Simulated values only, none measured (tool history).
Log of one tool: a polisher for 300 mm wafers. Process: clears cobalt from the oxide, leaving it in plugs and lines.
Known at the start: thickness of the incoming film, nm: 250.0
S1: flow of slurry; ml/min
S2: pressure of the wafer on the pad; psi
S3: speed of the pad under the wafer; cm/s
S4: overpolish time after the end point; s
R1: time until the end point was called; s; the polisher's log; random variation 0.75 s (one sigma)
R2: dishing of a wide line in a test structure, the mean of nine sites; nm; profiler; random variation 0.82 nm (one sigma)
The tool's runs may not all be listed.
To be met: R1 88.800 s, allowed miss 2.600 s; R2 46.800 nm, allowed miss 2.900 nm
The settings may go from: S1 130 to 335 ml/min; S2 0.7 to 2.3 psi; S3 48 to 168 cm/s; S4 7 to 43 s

{"run": 1, "hour": 0.0, "S1": 215, "S2": 1.5, "S3": 108, "S4": 22, "R1": 55.368, "R2": 54.274}
{"run": 2, "hour": 2.9, "S1": 215, "S2": 1.4, "S3": 108, "S4": 22, "R1": 58.975, "R2": 53.859}
{"run": 3, "hour": 11.3, "S1": 215, "S2": 1.3, "S3": 108, "S4": 22, "R1": 62.059, "R2": 51.221}
{"run": 4, "hour": 14.7, "S1": 215, "S2": 1.2, "S3": 108, "S4": 22, "R1": 65.875, "R2": 51.063}
{"run": 5, "hour": 15.4, "S1": 205, "S2": 0.9, "S3": 108, "S4": 23, "R1": 79.329, "R2": 45.582}
{"run": 6, "hour": 17.0, "S1": 200, "S2": 0.8, "S3": 108, "S4": 26, "R1": 86.765, "R2": 48.243}
{"run": 7, "hour": 18.9, "S1": 195, "S2": 0.8, "S3": 108, "S4": 26, "R1": 85.712, "R2": 47.525}
{"run": 8, "hour": 23.8, "S1": 190, "S2": 0.8, "S3": 108, "S4": 26, "R1": 85.975, "R2": 48.576}
{"run": 9, "hour": 26.4, "S1": 190, "S2": 0.7, "S3": 108, "S4": 25, "R1": 93.668, "R2": 43.396}
{"run": 10, "hour": 29.6, "S1": 195, "S2": 0.7, "S3": 108, "S4": 25, "R1": 91.605, "R2": 45.052}
{"run": 11, "hour": 36.1, "S1": 205, "S2": 0.7, "S3": 108, "S4": 25, "R1": 90.87, "R2": 45.308}

5 next moves are on the table. One of them brings every result within its allowed miss. Which?
{"run": "A", "hour": 42.6, "S1": 185, "S2": 0.7, "S3": 106, "S4": 28, "R1": "?", "R2": "?"}
{"run": "B", "hour": 42.6, "S1": 205, "S2": 0.9, "S3": 90, "S4": 24, "R1": "?", "R2": "?"}
{"run": "C", "hour": 42.6, "S1": 225, "S2": 0.7, "S3": 112, "S4": 26, "R1": "?", "R2": "?"}
{"run": "D", "hour": 42.6, "S1": 210, "S2": 0.7, "S3": 106, "S4": 24, "R1": "?", "R2": "?"}
{"run": "E", "hour": 42.6, "S1": 180, "S2": 0.8, "S3": 100, "S4": 28, "R1": "?", "R2": "?"}

move=A R1=93.909 R2=48.178
move=B R1=92.548 R2=44.031
move=C R1=86.816 R2=48.282
move=D R1=92.154 R2=44.156
move=E R1=92.145 R2=48.735
A: further off than the last run
B: further off than the last run
C: meets every target
D: further off than the last run
E: further off than the last run
Move C is the one to make.
